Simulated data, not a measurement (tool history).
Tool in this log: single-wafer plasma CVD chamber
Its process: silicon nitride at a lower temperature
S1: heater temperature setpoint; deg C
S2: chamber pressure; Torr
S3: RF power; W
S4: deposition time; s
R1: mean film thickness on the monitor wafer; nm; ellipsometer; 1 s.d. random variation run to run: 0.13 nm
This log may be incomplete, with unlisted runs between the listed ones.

Run 1, hour 0.0: S1 330 deg C, S2 2.09 Torr, S3 270 W, S4 16.9 s. Result: R1 17.887 nm.
Run 2, hour 3.5: S1 330 deg C, S2 2.27 Torr, S3 270 W, S4 16.9 s. Result: R1 18.452 nm.
Run 3, hour 7.4: S1 330 deg C, S2 2.33 Torr, S3 275 W, S4 16.9 s. Result: R1 18.600 nm.
Run 4, hour 15.0: S1 330 deg C, S2 2.37 Torr, S3 280 W, S4 16.9 s. Result: R1 18.845 nm.
Run 5, hour 23.0: S1 330 deg C, S2 2.09 Torr, S3 280 W, S4 16.9 s. Result: R1 18.372 nm.
Run 6, hour 25.7: S1 330 deg C, S2 2.29 Torr, S3 280 W, S4 16.9 s. Result: R1 18.682 nm.
Run 7, hour 34.5: S1 330 deg C, S2 2.33 Torr, S3 285 W, S4 16.9 s. Result: R1 18.898 nm.
Run 8, hour 41.1: S1 330 deg C, S2 2.36 Torr, S3 290 W, S4 16.9 s. Result: R1 19.296 nm.
Run 9, hour 41.9: S1 330 deg C, S2 2.40 Torr, S3 295 W, S4 16.9 s. Result: R1 19.766 nm.
Run 10, hour 50.3: S1 330 deg C, S2 2.44 Torr, S3 300 W, S4 16.9 s. Result: R1 20.078 nm.
Run 11, hour 52.3: S1 330 deg C, S2 2.47 Torr, S3 305 W, S4 16.9 s. Result: R1 20.156 nm.
At hour 60.9: RF generator calibrated.
Run 12, hour 60.9: S1 330 deg C, S2 2.76 Torr, S3 335 W, S4 17.0 s. Result: R1 23.174 nm.
Run 13, hour 64.9: S1 330 deg C, S2 2.73 Torr, S3 335 W, S4 17.0 s. Result: R1 23.098 nm.
Run 14, hour 72.9: S1 330 deg C, S2 2.71 Torr, S3 335 W, S4 17.0 s. Result: R1 22.934 nm.

The next listed run, before its measurement:
Run 15, hour 75.9: S1 330 deg C, S2 2.69 Torr, S3 335 W, S4 17.0 s. Result: R1 ?.

R1: 23.035 nm
